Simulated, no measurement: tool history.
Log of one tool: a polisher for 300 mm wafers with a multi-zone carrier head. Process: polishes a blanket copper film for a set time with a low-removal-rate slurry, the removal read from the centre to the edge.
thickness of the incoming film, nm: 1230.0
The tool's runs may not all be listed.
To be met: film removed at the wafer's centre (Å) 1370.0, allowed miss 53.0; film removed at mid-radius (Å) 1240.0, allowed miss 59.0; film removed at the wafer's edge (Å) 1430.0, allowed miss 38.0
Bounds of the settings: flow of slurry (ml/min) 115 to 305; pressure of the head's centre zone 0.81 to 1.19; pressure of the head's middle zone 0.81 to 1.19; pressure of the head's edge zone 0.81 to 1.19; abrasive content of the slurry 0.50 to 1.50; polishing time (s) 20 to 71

run  hour  flow of slurry (ml/min)  pressure of the head's centre zone  pressure of the head's middle zone  pressure of the head's edge zone  abrasive content of the slurry  polishing time (s)  film removed at the wafer's centre (Å)  film removed at mid-radius (Å)  film removed at the wafer's edge (Å)
  1   0.0                      195                                1.00                                1.00                              1.00                            1.00                  45                                  1706.8                          1759.4                                1619.1
  2   4.2                      190                                1.00                                0.98                              1.01                            0.95                  45                                  1634.8                          1661.8                                1615.2
  3  10.3                      190                                1.00                                0.98                              1.01                            0.95                  38                                  1403.5                          1380.7                                1348.6
  4  15.0                      190                                1.00                                0.97                              1.02                            0.95                  38                                  1356.4                          1403.8                                1370.5
  5  22.9                      190                                1.01                                0.95                              1.02                            0.95                  38                                  1427.9                          1370.1                                1346.2
  6  26.1                      190                                1.01                                0.95                              1.06                            0.95                  38                                  1408.4                          1359.3                                1390.8
  7  34.6                      190                                1.01                                0.94                              1.07                            0.95                  38                                  1403.1                          1364.8                                1386.0
     42.2  -- edge zone pressure recalibrated
  8  42.2                      170                                1.00                                0.84                              1.17                            1.00                  38                                  1375.2                          1238.0                                1524.0

5 next moves are on the table. One of them brings every result within its allowed miss. Which?
  A  49.8                      190                                0.97                                0.82                              1.19                            1.05                  39                                       ?                               ?                                     ?
  B  49.8                      160                                0.94                                0.83                              1.18                            0.90                  42                                       ?                               ?                                     ?
  C  49.8                      160                                1.12                                0.87                              1.10                            1.10                  36                                       ?                               ?                                     ?
  D  49.8                      175                                1.03                                0.90                              1.13                            1.05                  36                                       ?                               ?                                     ?
  E  49.8                      130                                0.93                                0.87                              1.19                            1.25                  41                                       ?                               ?                                     ?

move  film removed at the wafer's centre (Å)  film removed at mid-radius (Å)  film removed at the wafer's edge (Å)
   A                                  1415.8                          1268.3                                1617.6
   B                                  1364.1                          1279.1                                1621.5
   C                                  1476.8                          1205.2                                1418.1
   D                                  1366.7                          1245.6                                1436.7
   E                                  1367.3                          1355.7                                1683.2
A: further off than the last run
B: further off than the last run
C: brings the result that was furthest off to its target, and leaves another outside
D: meets every target
E: further off than the last run
Move D is the one to make.
